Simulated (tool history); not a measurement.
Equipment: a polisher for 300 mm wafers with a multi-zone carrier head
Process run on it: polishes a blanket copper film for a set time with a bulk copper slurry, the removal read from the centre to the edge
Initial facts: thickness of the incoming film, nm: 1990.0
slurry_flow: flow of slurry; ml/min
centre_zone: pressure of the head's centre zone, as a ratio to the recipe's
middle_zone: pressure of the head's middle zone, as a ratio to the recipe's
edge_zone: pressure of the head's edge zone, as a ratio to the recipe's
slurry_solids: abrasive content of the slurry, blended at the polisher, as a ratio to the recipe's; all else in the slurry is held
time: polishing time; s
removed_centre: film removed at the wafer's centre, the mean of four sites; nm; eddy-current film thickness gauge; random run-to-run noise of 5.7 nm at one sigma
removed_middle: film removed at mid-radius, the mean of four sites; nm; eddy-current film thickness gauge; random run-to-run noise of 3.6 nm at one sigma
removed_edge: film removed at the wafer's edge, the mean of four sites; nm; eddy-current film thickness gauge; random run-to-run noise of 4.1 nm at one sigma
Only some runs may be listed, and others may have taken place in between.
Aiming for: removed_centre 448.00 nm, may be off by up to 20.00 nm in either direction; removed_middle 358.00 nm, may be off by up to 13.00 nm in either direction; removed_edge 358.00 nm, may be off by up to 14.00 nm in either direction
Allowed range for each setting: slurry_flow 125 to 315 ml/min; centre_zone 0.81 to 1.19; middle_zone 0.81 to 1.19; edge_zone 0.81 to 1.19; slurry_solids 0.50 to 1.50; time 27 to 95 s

run    day  slurry_flow  centre_zone  middle_zone  edge_zone  slurry_solids  time  removed_centre  removed_middle  removed_edge
  1  0.000          205         1.00         1.00       1.00           1.00    61          550.66          589.72        575.80
  2  0.196          205         1.05         0.97       0.96           0.90    56          514.36          524.30        508.79
  3  0.325          215         1.09         0.93       0.92           0.85    52          497.79          472.42        460.76
  4  0.583          215         1.17         0.93       0.92           0.85    52          525.23          465.86        464.59
  5  0.788          215         1.17         0.93       0.92           0.85    40          410.56          365.67        355.26
  6  0.838          220         1.18         0.90       0.89           0.85    40          415.79          346.16        354.55
  7  1.071          230         1.18         0.90       0.87           0.85    40          431.02          359.24        353.45
  8  1.142          235         1.18         0.89       0.87           0.85    40          418.75          346.88        346.16
  9  1.246          240         1.19         0.86       0.82           1.05    42          458.34          376.48        369.64

Next run, 5 choices. One meets every target within its allowed miss, the rest don't. Which?
  A  1.350          265         1.19         1.00       0.83           1.20    40               ?               ?             ?
  B  1.350          245         1.03         0.93       0.85           1.15    43               ?               ?             ?
  C  1.350          240         1.19         0.84       0.82           0.95    45               ?               ?             ?
  D  1.350          210         1.19         0.87       0.82           1.30    40               ?               ?             ?
  E  1.350          210         1.12         0.90       0.81           1.15    40               ?               ?             ?

move  removed_centre  removed_middle  removed_edge
   A          455.07          417.16        359.13
   B          415.42          415.62        385.27
   C          487.88          387.77        385.87
   D          444.76          364.53        353.94
   E          410.69          368.12        345.42
A: further off than the last run
B: further off than the last run
C: further off than the last run
D: hits every target within its allowed miss
E: the worst result of the last run now meets its target, but another is out of spec
Answer: D
